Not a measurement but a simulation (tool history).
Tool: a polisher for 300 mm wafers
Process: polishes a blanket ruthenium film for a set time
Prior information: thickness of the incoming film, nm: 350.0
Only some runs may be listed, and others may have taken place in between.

| run | hour | flow of slurry (ml/min) | pressure of the wafer on the pad (kPa) | speed of the pad under the wafer (m/s) | polishing time (s) | film removed (angstrom) |
|---|---|---|---|---|---|---|
| 1 | 0.0 | 225 | 12.4 | 0.76 | 37 | 234.70 |
| 2 | 8.3 | 220 | 11.7 | 0.76 | 37 | 223.64 |
| 3 | 14.5 | 265 | 11.7 | 0.76 | 37 | 227.93 |
| 4 | 15.0 | 265 | 11.7 | 0.86 | 37 | 257.85 |
| 5 | 16.6 | 265 | 11.7 | 0.86 | 37 | 259.93 |
| 6 | 24.5 | 260 | 11.0 | 0.86 | 37 | 246.67 |
| 7 | 27.7 | 255 | 10.3 | 0.86 | 37 | 233.92 |
| 8 | 35.3 | 255 | 9.7 | 0.86 | 37 | 222.03 |
| 9 | 40.4 | 250 | 9.0 | 0.86 | 37 | 209.58 |
| 10 | 41.1 | 245 | 8.3 | 0.86 | 37 | 197.20 |
| 11 | 43.0 | 240 | 8.3 | 0.86 | 37 | 197.21 |
| 12 | 48.3 | 235 | 8.3 | 0.86 | 37 | 196.44 |
| 13 | 55.1 | 230 | 8.3 | 0.86 | 37 | 195.16 |
| 14 | 58.9 | 230 | 8.3 | 0.86 | 37 | 194.52 |
| 15 | 64.8 | 225 | 8.3 | 0.86 | 37 | 194.29 |
| 16 | 73.2 | 220 | 8.3 | 0.86 | 37 | 193.98 |
| 17 | 81.4 | 215 | 8.3 | 0.86 | 37 | 194.87 |
| 18 | 88.1 | 205 | 6.9 | 0.84 | 37 | 166.13 |
| 19 | 90.5 | 200 | 6.9 | 0.84 | 37 | 166.91 |
| 20 | 95.4 | 195 | 6.9 | 0.84 | 37 | 164.37 |
| 21 | 98.3 | 195 | 6.9 | 0.84 | 37 | 164.81 |
| 22 | 102.9 | 190 | 6.9 | 0.84 | 37 | 164.06 |
| 23 | 108.3 | 185 | 6.9 | 0.84 | 37 | 163.49 |

The next listed run, before its measurement:
| 24 | 116.3 | 180 | 6.9 | 0.84 | 37 | ? |

film removed (angstrom): 163.34
